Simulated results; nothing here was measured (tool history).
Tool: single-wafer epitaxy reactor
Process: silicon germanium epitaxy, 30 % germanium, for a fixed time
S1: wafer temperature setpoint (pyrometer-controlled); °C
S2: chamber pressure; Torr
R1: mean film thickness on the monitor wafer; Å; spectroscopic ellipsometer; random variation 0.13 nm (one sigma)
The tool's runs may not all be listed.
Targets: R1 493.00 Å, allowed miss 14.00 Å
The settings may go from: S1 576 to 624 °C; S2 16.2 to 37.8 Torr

{"run": 1, "hour": 0.0, "S1": 600, "S2": 27.0, "R1": 681.3}
{"run": 2, "hour": 3.9, "S1": 600, "S2": 31.2, "R1": 728.52}
{"run": 3, "hour": 8.1, "S1": 595, "S2": 31.0, "R1": 669.31}
{"run": 4, "hour": 15.5, "S1": 591, "S2": 30.8, "R1": 628.36}
{"run": 5, "hour": 16.1, "S1": 586, "S2": 30.8, "R1": 576.72}
{"run": 6, "hour": 21.0, "S1": 586, "S2": 29.2, "R1": 564.07}
{"run": 7, "hour": 27.7, "S1": 584, "S2": 29.1, "R1": 542.91}
{"run": 8, "hour": 33.5, "S1": 583, "S2": 29.0, "R1": 535.33}
{"run": 9, "hour": 41.0, "S1": 582, "S2": 28.9, "R1": 528.39}
{"run": 10, "hour": 42.1, "S1": 581, "S2": 28.8, "R1": 517.48}
{"hour": 46.1, "done": "pyrometer calibrated"}
{"run": 11, "hour": 46.1, "S1": 580, "S2": 28.8, "R1": 473.35}

Which of these 5 next moves meets every target?
{"run": "A", "hour": 50.1, "S1": 578, "S2": 27.5, "R1": "?"}
{"run": "B", "hour": 50.1, "S1": 580, "S2": 27.6, "R1": "?"}
{"run": "C", "hour": 50.1, "S1": 576, "S2": 31.6, "R1": "?"}
{"run": "D", "hour": 50.1, "S1": 579, "S2": 27.7, "R1": "?"}
{"run": "E", "hour": 50.1, "S1": 586, "S2": 24.8, "R1": "?"}

move=A R1=450.86
move=B R1=467.01
move=C R1=464.10
move=D R1=460.01
move=E R1=491.37
A: further off than the last run
B: further off than the last run
C: further off than the last run
D: further off than the last run
E: meets every target
Move E is the one to make.
